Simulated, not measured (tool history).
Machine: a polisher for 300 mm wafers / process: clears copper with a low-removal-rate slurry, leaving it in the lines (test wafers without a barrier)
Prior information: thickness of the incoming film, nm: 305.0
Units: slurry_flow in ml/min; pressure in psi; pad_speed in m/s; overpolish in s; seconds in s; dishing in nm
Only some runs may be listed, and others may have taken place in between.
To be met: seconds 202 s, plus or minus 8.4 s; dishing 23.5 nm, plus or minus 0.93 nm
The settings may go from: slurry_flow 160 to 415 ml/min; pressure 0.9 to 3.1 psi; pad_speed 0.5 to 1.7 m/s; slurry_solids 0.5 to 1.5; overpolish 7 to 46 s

run,hour,slurry_flow,pressure,pad_speed,slurry_solids,overpolish,seconds,dishing
1,0,265,2,1.1,1,24,138.61,30.936
2,8.5,265,2.2,1.1,1,24,124.11,32.946
3,12,265,2.2,1.28,1,24,107.52,36.615
4,14.7,265,2.2,1.28,1.15,24,102.99,36.997
5,16.7,265,2.2,1.28,1.15,32,102.66,43.893
6,17.6,265,2.4,1.28,1.15,32,97.178,46.143
7,26.2,265,2.2,1.24,1.15,31,105.45,43.107
8,28,265,2,1.2,1.15,30,121.29,38.809
9,37,265,1.9,1.18,1.15,29,128.4,34.894
10,40.6,265,1.8,1.18,1.15,29,137.05,33.691
11,43.4,265,1.8,1.18,1.15,29,139.54,34.027
12,45.5,265,1.7,1.18,1.15,28,145.34,31.051
13,46.8,265,1.6,1.18,1.15,28,156.83,30.589
14,48.5,265,1.5,1.18,1.15,28,162.64,28.679
15,55.5,260,1,1.16,1.15,29,245.34,21.113
16,58.6,270,1,1.16,1.15,29,236.16,20.9
17,61.7,275,1,1.16,1.15,29,246.74,21.074
18,68.3,270,1,1.16,1.15,29,241.41,21.089
19,69,270,1.1,1.16,1.15,28,219.21,22.347

5 candidate next runs follow, results not yet known. Just one meets every target within its allowed miss. Identify it.
A,69.7,345,1.1,1.24,1,25,?,?
B,69.7,205,1.2,1.08,1.05,34,?,?
C,69.7,290,1.1,1.28,1.1,27,?,?
D,69.7,270,1.1,1.06,1.15,35,?,?
E,69.7,290,1.2,1.36,0.95,21,?,?

move,seconds,dishing
A,203.46,21.576
B,224.92,25.393
C,196.61,23.455
D,235.78,24.825
E,175.7,21.289
A: meets the target for the result that was furthest off, but another lies outside its allowed miss
B: lands further from the targets than the last run did
C: hits every target within its allowed miss
D: lands further from the targets than the last run did
E: carries the result that was furthest off beyond its target, to the other side
C meets every target.
